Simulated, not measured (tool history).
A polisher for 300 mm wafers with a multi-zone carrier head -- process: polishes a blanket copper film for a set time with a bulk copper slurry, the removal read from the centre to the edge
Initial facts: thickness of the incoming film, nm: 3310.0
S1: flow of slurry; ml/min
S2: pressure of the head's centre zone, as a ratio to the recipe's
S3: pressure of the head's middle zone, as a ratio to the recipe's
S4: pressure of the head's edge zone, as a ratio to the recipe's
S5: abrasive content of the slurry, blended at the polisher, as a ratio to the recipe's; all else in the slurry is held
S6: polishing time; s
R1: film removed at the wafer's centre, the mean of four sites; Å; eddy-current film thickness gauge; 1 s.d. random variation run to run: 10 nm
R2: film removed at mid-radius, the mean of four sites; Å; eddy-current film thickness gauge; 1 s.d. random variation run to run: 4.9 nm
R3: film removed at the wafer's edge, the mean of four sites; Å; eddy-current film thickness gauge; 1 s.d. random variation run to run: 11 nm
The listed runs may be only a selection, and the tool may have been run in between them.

{"run": 1, "hour": 0.0, "S1": 240, "S2": 1, "S3": 1, "S4": 1, "S5": 1, "S6": 54, "R1": 5765.9, "R2": 5690.8, "R3": 5809.8}
{"run": 2, "hour": 0.6, "S1": 240, "S2": 1, "S3": 1.07, "S4": 1, "S5": 1, "S6": 54, "R1": 5538.2, "R2": 5990.9, "R3": 5697.2}
{"run": 3, "hour": 4.6, "S1": 220, "S2": 1, "S3": 1.07, "S4": 1, "S5": 1, "S6": 54, "R1": 5873, "R2": 5957.6, "R3": 5867}
{"run": 4, "hour": 6.3, "S1": 220, "S2": 1.07, "S3": 1.07, "S4": 1, "S5": 1, "S6": 54, "R1": 5913.3, "R2": 5959.1, "R3": 5777.3}
{"run": 5, "hour": 11.5, "S1": 220, "S2": 1.07, "S3": 1.07, "S4": 1, "S5": 1.2, "S6": 54, "R1": 6282.8, "R2": 6314.8, "R3": 6274.5}
{"run": 6, "hour": 18.6, "S1": 195, "S2": 1.07, "S3": 1.07, "S4": 1, "S5": 1.2, "S6": 54, "R1": 6246.3, "R2": 6232.9, "R3": 5978.8}
{"run": 7, "hour": 22.0, "S1": 205, "S2": 1.08, "S3": 1.06, "S4": 1.01, "S5": 1.2, "S6": 54, "R1": 6402.9, "R2": 6224.1, "R3": 6010.8}

For run 8, what comes out?
{"run": 8, "hour": 29.7, "S1": 220, "S2": 1.07, "S3": 1.05, "S4": 1.02, "S5": 1.25, "S6": 54, "R1": "?", "R2": "?", "R3": "?"}

Run 8 came out at R1 6539 Å, R2 6286.8 Å, R3 6189.8 Å.
